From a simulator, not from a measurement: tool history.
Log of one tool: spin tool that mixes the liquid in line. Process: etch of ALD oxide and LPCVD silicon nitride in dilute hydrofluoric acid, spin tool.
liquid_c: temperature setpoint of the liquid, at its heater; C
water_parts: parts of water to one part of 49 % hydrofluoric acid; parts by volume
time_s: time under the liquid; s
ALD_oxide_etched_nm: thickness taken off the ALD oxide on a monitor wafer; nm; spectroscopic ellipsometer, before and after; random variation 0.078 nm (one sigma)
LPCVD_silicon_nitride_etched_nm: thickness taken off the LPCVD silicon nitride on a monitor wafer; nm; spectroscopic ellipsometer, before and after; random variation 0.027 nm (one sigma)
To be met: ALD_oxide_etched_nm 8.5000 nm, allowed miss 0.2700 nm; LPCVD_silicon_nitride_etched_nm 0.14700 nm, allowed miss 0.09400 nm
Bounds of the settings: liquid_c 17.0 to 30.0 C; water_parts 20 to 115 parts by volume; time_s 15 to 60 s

| run | day | liquid_c | water_parts | time_s | ALD_oxide_etched_nm | LPCVD_silicon_nitride_etched_nm |
|---|---|---|---|---|---|---|
| 1 | 0.000 | 22.0 | 65 | 30 | 11.5260 | 0.21439 |
| 2 | 0.312 | 25.0 | 65 | 30 | 13.1070 | 0.32625 |
| 3 | 0.496 | 27.0 | 65 | 30 | 14.2340 | 0.29001 |
| 4 | 0.654 | 27.0 | 65 | 40 | 19.1240 | 0.36843 |
| 5 | 0.954 | 27.0 | 65 | 50 | 23.6210 | 0.61706 |
| 6 | 1.125 | 27.0 | 85 | 50 | 17.3870 | 0.56864 |
| 7 | 1.192 | 24.5 | 90 | 50 | 14.8310 | 0.31122 |
| 8 | 1.496 | 22.5 | 115 | 45 | 9.4317 | 0.14274 |
| 9 | 1.688 | 22.0 | 115 | 45 | 9.3541 | 0.12823 |

Which of these 4 next moves meets every target?
| A | 1.879 | 21.0 | 115 | 40 | ? | ? |
| B | 1.879 | 20.0 | 115 | 45 | ? | ? |
| C | 1.879 | 26.5 | 115 | 45 | ? | ? |
| D | 1.879 | 17.5 | 80 | 40 | ? | ? |

| move | ALD_oxide_etched_nm | LPCVD_silicon_nitride_etched_nm |
|---|---|---|
| A | 7.8590 | 0.15955 |
| B | 8.4905 | 0.16779 |
| C | 10.9740 | 0.25749 |
| D | 10.1570 | 0.17873 |
A: takes the result that was furthest off past its target
B: meets every target
C: further off than the last run
D: further off than the last run
Move B is the one to make.
